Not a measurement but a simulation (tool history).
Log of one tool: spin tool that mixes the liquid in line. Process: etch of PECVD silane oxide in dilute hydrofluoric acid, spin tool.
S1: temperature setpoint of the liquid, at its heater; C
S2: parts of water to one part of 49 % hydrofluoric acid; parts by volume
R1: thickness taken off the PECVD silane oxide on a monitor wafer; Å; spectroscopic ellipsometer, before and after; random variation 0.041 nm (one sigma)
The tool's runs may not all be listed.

run 1 hour=0.0 | S1=22.0 S2=275 time_under_the_liquid_(s)=85 | R1=52.933
run 2 hour=8.5 | S1=22.0 S2=190 time_under_the_liquid_(s)=85 | R1=82.483
run 3 hour=11.4 | S1=24.0 S2=190 time_under_the_liquid_(s)=85 | R1=89.573
run 4 hour=13.0 | S1=25.5 S2=190 time_under_the_liquid_(s)=85 | R1=94.154
run 5 hour=17.6 | S1=23.5 S2=195 time_under_the_liquid_(s)=85 | R1=85.222
run 6 hour=24.2 | S1=23.5 S2=280 time_under_the_liquid_(s)=85 | R1=53.716
run 7 hour=28.0 | S1=24.5 S2=280 time_under_the_liquid_(s)=85 | R1=55.683

Run 8 comes next. What will it give?
run 8 hour=35.4 | S1=25.0 S2=280 time_under_the_liquid_(s)=85 | R1=?

{"run 8": {"R1": 58.042}}

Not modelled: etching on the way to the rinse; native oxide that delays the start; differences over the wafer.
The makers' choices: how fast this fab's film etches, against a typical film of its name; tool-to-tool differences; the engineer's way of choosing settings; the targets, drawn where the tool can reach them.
